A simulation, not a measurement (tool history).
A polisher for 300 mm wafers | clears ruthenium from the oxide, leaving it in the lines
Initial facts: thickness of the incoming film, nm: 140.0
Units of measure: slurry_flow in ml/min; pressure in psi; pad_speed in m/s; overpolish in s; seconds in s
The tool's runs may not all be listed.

run 1 day=0.000 | slurry_flow=260 pressure=2.2 pad_speed=1.30 overpolish=10 | seconds=88.625
run 2 day=0.333 | slurry_flow=260 pressure=2.2 pad_speed=1.02 overpolish=10 | seconds=104.240
run 3 day=0.579 | slurry_flow=260 pressure=1.8 pad_speed=1.02 overpolish=10 | seconds=127.400
run 4 day=0.812 | slurry_flow=205 pressure=1.8 pad_speed=1.02 overpolish=10 | seconds=128.450
run 5 day=0.867 | slurry_flow=205 pressure=2.3 pad_speed=1.06 overpolish=10 | seconds=103.790
run 6 day=0.950 | slurry_flow=205 pressure=1.8 pad_speed=1.06 overpolish=10 | seconds=126.090
run 7 day=0.988 | slurry_flow=210 pressure=2.3 pad_speed=1.12 overpolish=10 | seconds=99.060

Expected results for the next run?
run 8 day=1.138 | slurry_flow=220 pressure=2.7 pad_speed=1.16 overpolish=10 | seconds=?

{"run 8": {"seconds": 83.873}}
